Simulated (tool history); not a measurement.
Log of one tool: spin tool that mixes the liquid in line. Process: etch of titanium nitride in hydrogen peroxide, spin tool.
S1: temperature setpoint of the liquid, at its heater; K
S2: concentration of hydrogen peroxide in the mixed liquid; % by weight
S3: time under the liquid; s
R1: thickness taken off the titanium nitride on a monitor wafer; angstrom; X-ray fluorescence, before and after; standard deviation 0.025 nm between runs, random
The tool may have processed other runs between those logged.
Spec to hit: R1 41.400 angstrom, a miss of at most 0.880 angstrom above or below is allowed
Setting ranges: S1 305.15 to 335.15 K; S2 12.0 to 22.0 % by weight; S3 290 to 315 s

run	day	S1	S2	S3	R1
1	0.000	319.15	15.0	290	77.313
2	0.192	317.65	15.0	290	68.125
3	0.404	316.15	15.0	290	61.354
4	0.567	316.15	15.0	290	61.783
5	0.838	316.15	15.0	315	67.266
6	1.188	314.65	15.0	315	59.190
7	1.296	313.65	15.0	315	55.413
8	1.475	313.15	15.0	315	53.389
9	1.688	312.65	15.0	315	51.008
10	2.038	312.15	15.0	315	48.840
11	2.233	311.65	15.0	315	46.677
12	2.462	311.15	15.0	315	45.015
13	2.592	310.65	15.0	315	44.169

5 next moves are on the table. One of them brings every result within its allowed miss. Which?
A	2.721	311.65	14.5	310	?
B	2.721	310.65	12.0	315	?
C	2.721	310.65	14.0	290	?
D	2.721	312.15	14.5	315	?
E	2.721	310.65	16.5	315	?

move	R1
A	46.348
B	41.874
C	39.813
D	48.957
E	44.768
A: lands further from the targets than the last run did
B: in spec on every target
C: the result that was furthest off in the last run now lies on the other side of its target
D: lands further from the targets than the last run did
E: lands further from the targets than the last run did
Move B is the one to make.

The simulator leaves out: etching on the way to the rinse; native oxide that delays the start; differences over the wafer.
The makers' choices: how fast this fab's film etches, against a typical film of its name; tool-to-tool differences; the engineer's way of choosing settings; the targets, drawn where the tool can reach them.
